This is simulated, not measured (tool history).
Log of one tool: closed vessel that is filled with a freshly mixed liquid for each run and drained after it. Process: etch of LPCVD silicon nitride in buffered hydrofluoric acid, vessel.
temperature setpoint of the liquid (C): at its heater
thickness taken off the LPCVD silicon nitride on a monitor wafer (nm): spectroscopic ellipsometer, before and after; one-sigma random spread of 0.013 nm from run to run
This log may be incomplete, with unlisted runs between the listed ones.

run,hour,temperature setpoint of the liquid (C),parts of 40 % ammonium fluoride to one part of 49 % hydrofluoric acid (parts by volume),time in the liquid (s),thickness taken off the LPCVD silicon nitride on a monitor wafer (nm)
1,0.0,24.0,17.0,880,6.1381
2,1.2,24.0,21.5,880,4.9865
3,8.4,22.5,21.5,880,4.5614
4,9.6,21.5,21.5,880,4.3330
5,12.8,21.5,17.5,880,5.2058
6,20.5,23.0,17.5,880,5.6308
7,29.1,21.0,18.0,880,4.8938
8,32.8,20.0,18.0,880,4.6554

Run 9, settings as shown, results not yet in. Your forecast:
9,36.3,17.0,18.5,880,?

thickness taken off the LPCVD silicon nitride on a monitor wafer (nm): 3.8196

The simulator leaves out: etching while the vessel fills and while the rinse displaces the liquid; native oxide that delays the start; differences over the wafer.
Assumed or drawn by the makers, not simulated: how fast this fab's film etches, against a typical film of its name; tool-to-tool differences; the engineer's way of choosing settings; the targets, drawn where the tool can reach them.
